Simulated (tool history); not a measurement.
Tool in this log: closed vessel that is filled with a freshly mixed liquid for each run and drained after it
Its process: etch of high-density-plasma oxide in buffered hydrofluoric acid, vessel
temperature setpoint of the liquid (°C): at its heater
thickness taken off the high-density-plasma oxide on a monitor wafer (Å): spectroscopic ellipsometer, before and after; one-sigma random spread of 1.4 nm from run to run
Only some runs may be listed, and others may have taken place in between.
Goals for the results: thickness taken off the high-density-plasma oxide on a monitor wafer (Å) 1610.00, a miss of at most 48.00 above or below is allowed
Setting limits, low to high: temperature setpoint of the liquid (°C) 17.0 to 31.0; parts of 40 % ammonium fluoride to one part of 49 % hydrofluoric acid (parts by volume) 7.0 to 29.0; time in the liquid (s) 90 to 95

run  hour  temperature setpoint of the liquid (°C)  parts of 40 % ammonium fluoride to one part of 49 % hydrofluoric acid (parts by volume)  time in the liquid (s)  thickness taken off the high-density-plasma oxide on a monitor wafer (Å)
  1   0.0                                     23.0                                                                                     18.0                      90                                                                    864.87
  2   6.0                                     24.5                                                                                     17.0                      90                                                                   1007.20
  3  12.0                                     24.5                                                                                     17.0                      95                                                                   1038.60
  4  19.1                                     24.5                                                                                     13.5                      95                                                                   1298.20
  5  22.0                                     25.5                                                                                     13.5                      95                                                                   1364.20
  6  23.6                                     25.5                                                                                     16.5                      95                                                                   1148.80
  7  30.0                                     26.5                                                                                     16.0                      95                                                                   1242.00
  8  36.4                                     27.5                                                                                     16.0                      95                                                                   1286.00
  9  43.4                                     28.0                                                                                     15.5                      95                                                                   1357.00
 10  48.0                                     28.5                                                                                     15.5                      95                                                                   1394.00
 11  55.9                                     31.0                                                                                     15.0                      95                                                                   1691.60

Exactly one of the 4 candidate moves below puts every result within its allowed miss. Which one?
  A  63.8                                     30.0                                                                                     14.0                      90                                                                         ?
  B  63.8                                     30.5                                                                                     13.5                      90                                                                         ?
  C  63.8                                     27.5                                                                                     11.5                      90                                                                         ?
  D  63.8                                     30.5                                                                                     13.5                      95                                                                         ?

move  thickness taken off the high-density-plasma oxide on a monitor wafer (Å)
   A                                                                   1644.20
   B                                                                   1749.10
   C                                                                   1745.70
   D                                                                   1846.20
A: meets every target
B: lands further from the targets than the last run did
C: lands further from the targets than the last run did
D: lands further from the targets than the last run did
The right move is A.

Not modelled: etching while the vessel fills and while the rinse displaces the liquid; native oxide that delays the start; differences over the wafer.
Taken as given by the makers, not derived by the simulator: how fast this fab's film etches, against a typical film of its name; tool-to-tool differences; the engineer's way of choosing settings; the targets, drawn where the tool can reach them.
